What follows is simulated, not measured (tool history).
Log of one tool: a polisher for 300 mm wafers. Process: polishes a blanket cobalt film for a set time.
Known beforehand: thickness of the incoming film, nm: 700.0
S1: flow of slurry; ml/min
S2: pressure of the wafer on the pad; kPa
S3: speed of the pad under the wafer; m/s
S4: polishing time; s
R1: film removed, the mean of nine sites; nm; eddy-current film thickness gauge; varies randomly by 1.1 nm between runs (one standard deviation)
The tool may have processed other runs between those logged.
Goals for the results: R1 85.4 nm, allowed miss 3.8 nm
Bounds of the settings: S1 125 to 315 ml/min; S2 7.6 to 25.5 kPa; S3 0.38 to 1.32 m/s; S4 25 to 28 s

Run 1, hour 0: S1 205 ml/min, S2 16.5 kPa, S3 0.84 m/s, S4 28 s. Result: R1 145.34 nm.
Run 2, hour 8.7: S1 205 ml/min, S2 15.2 kPa, S3 0.84 m/s, S4 28 s. Result: R1 139.04 nm.
Run 3, hour 16.5: S1 205 ml/min, S2 13.1 kPa, S3 0.84 m/s, S4 28 s. Result: R1 117.2 nm.
Run 4, hour 20.8: S1 205 ml/min, S2 16.5 kPa, S3 0.84 m/s, S4 28 s. Result: R1 147.2 nm.
Run 5, hour 22.3: S1 165 ml/min, S2 16.5 kPa, S3 0.84 m/s, S4 28 s. Result: R1 144.66 nm.
Run 6, hour 30.3: S1 165 ml/min, S2 15.2 kPa, S3 0.84 m/s, S4 28 s. Result: R1 130.58 nm.
Run 7, hour 37.9: S1 165 ml/min, S2 14.5 kPa, S3 0.84 m/s, S4 28 s. Result: R1 123.68 nm.
Run 8, hour 41.4: S1 165 ml/min, S2 13.8 kPa, S3 0.84 m/s, S4 28 s. Result: R1 119.25 nm.
Run 9, hour 47.9: S1 165 ml/min, S2 13.1 kPa, S3 0.84 m/s, S4 28 s. Result: R1 112.64 nm.
Run 10, hour 52.8: S1 165 ml/min, S2 12.4 kPa, S3 0.84 m/s, S4 28 s. Result: R1 110.93 nm.
Run 11, hour 55.6: S1 165 ml/min, S2 11.7 kPa, S3 0.84 m/s, S4 28 s. Result: R1 103.51 nm.
Run 12, hour 58.2: S1 165 ml/min, S2 11 kPa, S3 0.84 m/s, S4 28 s. Result: R1 98.601 nm.
Run 13, hour 62.4: S1 165 ml/min, S2 8.3 kPa, S3 0.84 m/s, S4 28 s. Result: R1 73.561 nm.
Run 14, hour 65.8: S1 165 ml/min, S2 9 kPa, S3 0.84 m/s, S4 28 s. Result: R1 79.534 nm.

Of the 5 settings listed for the next run, only one would bring every result within its allowed miss of target. Which one?
Run A, hour 69.2: S1 180 ml/min, S2 16.5 kPa, S3 0.6 m/s, S4 25 s. Result: R1 ?.
Run B, hour 69.2: S1 145 ml/min, S2 7.6 kPa, S3 0.92 m/s, S4 28 s. Result: R1 ?.
Run C, hour 69.2: S1 185 ml/min, S2 9 kPa, S3 0.78 m/s, S4 27 s. Result: R1 ?.
Run D, hour 69.2: S1 155 ml/min, S2 8.3 kPa, S3 0.88 m/s, S4 25 s. Result: R1 ?.
Run E, hour 69.2: S1 170 ml/min, S2 9 kPa, S3 0.88 m/s, S4 28 s. Result: R1 ?.

move      R1
   A  95.227
   B  75.191
   C  73.706
   D  70.143
   E  85.349
A: the result that was furthest off in the last run now lies on the other side of its target
B: the biggest miss grows against the last run
C: the biggest miss grows against the last run
D: the biggest miss grows against the last run
E: all results land within tolerance of their targets
Answer: E
